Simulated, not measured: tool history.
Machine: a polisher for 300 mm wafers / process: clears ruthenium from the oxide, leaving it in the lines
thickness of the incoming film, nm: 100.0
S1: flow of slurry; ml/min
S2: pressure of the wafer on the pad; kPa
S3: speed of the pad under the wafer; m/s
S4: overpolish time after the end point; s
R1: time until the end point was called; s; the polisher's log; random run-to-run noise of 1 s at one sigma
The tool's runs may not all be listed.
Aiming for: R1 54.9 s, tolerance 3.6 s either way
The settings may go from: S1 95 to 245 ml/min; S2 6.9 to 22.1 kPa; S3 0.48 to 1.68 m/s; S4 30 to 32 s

run  hour   S1    S2    S3  S4      R1
  1     0  155  14.5  1.08  30   77.54
  2   1.1  155  14.5  0.82  30  100.12
  3   5.6  155  16.5  0.82  30  89.593
  4  14.1  155  17.9  0.88  30  81.322
  5  18.9  155  19.3  0.96  30   67.45
  6  27.2  130  19.3  0.96  30  69.802
  7  34.6  130    20     1  30  65.075
  8  41.9  130  20.7  1.02  30  62.107

Next run, 4 choices. One meets every target within its allowed miss, the rest don't. Which?
  A  49.2  155  14.5  1.34  30   ?
  B  49.2  155    20  0.82  30   ?
  C  49.2  135  21.4  1.12  31   ?
  D  49.2  115    20  0.92  32   ?

move      R1
   A  61.193
   B  74.548
   C  53.242
   D   70.47
A: nearer the targets than the last run, but a result is still out of spec
B: its largest miss is bigger than the last run's
C: in spec on every target
D: its largest miss is bigger than the last run's
So the answer is move C, the one that meets all the targets.

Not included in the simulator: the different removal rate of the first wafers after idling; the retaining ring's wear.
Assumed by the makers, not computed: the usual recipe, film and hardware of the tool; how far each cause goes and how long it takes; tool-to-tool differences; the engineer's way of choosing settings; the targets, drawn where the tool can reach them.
